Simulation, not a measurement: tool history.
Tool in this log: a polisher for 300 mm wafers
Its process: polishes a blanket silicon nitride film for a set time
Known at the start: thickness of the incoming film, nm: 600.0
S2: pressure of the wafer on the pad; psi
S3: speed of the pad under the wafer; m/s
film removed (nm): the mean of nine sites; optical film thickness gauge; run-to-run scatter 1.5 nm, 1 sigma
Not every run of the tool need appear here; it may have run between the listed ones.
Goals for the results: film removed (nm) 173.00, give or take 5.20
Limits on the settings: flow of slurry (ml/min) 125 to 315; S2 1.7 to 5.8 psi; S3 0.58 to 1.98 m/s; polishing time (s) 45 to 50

{"run": 1, "hour": 0.0, "flow of slurry (ml/min)": 205, "S2": 3.7, "S3": 1.28, "polishing time (s)": 50, "film removed (nm)": 126.27}
{"run": 2, "hour": 2.8, "flow of slurry (ml/min)": 210, "S2": 3.9, "S3": 1.28, "polishing time (s)": 50, "film removed (nm)": 133.07}
{"run": 3, "hour": 9.8, "flow of slurry (ml/min)": 210, "S2": 4.1, "S3": 1.28, "polishing time (s)": 50, "film removed (nm)": 140.67}
{"run": 4, "hour": 18.6, "flow of slurry (ml/min)": 210, "S2": 4.2, "S3": 1.28, "polishing time (s)": 50, "film removed (nm)": 139.43}
{"run": 5, "hour": 20.2, "flow of slurry (ml/min)": 210, "S2": 4.8, "S3": 1.28, "polishing time (s)": 50, "film removed (nm)": 158.66}
{"run": 6, "hour": 22.7, "flow of slurry (ml/min)": 215, "S2": 4.9, "S3": 1.28, "polishing time (s)": 50, "film removed (nm)": 165.19}
{"run": 7, "hour": 29.3, "flow of slurry (ml/min)": 220, "S2": 4.9, "S3": 1.28, "polishing time (s)": 50, "film removed (nm)": 165.08}
{"run": 8, "hour": 34.9, "flow of slurry (ml/min)": 225, "S2": 4.9, "S3": 1.28, "polishing time (s)": 50, "film removed (nm)": 166.25}

5 next moves are on the table. One of them brings every result within its allowed miss. Which?
{"run": "A", "hour": 40.5, "flow of slurry (ml/min)": 210, "S2": 4.8, "S3": 1.34, "polishing time (s)": 49, "film removed (nm)": "?"}
{"run": "B", "hour": 40.5, "flow of slurry (ml/min)": 230, "S2": 4.8, "S3": 1.32, "polishing time (s)": 48, "film removed (nm)": "?"}
{"run": "C", "hour": 40.5, "flow of slurry (ml/min)": 275, "S2": 4.5, "S3": 1.46, "polishing time (s)": 50, "film removed (nm)": "?"}
{"run": "D", "hour": 40.5, "flow of slurry (ml/min)": 315, "S2": 4.9, "S3": 1.14, "polishing time (s)": 50, "film removed (nm)": "?"}
{"run": "E", "hour": 40.5, "flow of slurry (ml/min)": 240, "S2": 4.7, "S3": 1.36, "polishing time (s)": 46, "film removed (nm)": "?"}

move=A film_removed_(nm)=165.54
move=B film_removed_(nm)=162.14
move=C film_removed_(nm)=175.38
move=D film_removed_(nm)=158.38
move=E film_removed_(nm)=156.70
A: moves away from the targets compared with the last run
B: moves away from the targets compared with the last run
C: meets every target
D: moves away from the targets compared with the last run
E: moves away from the targets compared with the last run
C meets every target.

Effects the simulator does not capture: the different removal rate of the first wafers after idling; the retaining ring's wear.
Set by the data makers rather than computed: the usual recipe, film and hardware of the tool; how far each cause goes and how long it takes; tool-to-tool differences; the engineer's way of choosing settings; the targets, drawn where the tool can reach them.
